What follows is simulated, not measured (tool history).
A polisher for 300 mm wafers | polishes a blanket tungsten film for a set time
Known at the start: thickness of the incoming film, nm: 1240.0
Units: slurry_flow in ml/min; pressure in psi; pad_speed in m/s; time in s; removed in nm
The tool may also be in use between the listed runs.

run 1 day=0.000 | slurry_flow=195 pressure=3.2 pad_speed=0.92 slurry_solids=1.0 time=71 | removed=314.76
run 2 day=0.338 | slurry_flow=195 pressure=3.2 pad_speed=1.04 slurry_solids=1.0 time=71 | removed=337.30
run 3 day=0.371 | slurry_flow=195 pressure=3.2 pad_speed=1.04 slurry_solids=1.0 time=74 | removed=355.17
run 4 day=0.629 | slurry_flow=195 pressure=3.2 pad_speed=1.04 slurry_solids=0.9 time=74 | removed=349.54
run 5 day=0.933 | slurry_flow=205 pressure=3.3 pad_speed=1.04 slurry_solids=0.9 time=74 | removed=359.87
run 6 day=0.983 | slurry_flow=205 pressure=2.5 pad_speed=1.04 slurry_solids=0.9 time=74 | removed=300.04

Forecast run 7:
run 7 day=1.100 | slurry_flow=210 pressure=2.6 pad_speed=1.04 slurry_solids=0.9 time=74 | removed=?

Run 7 gave removed 311.65 nm.
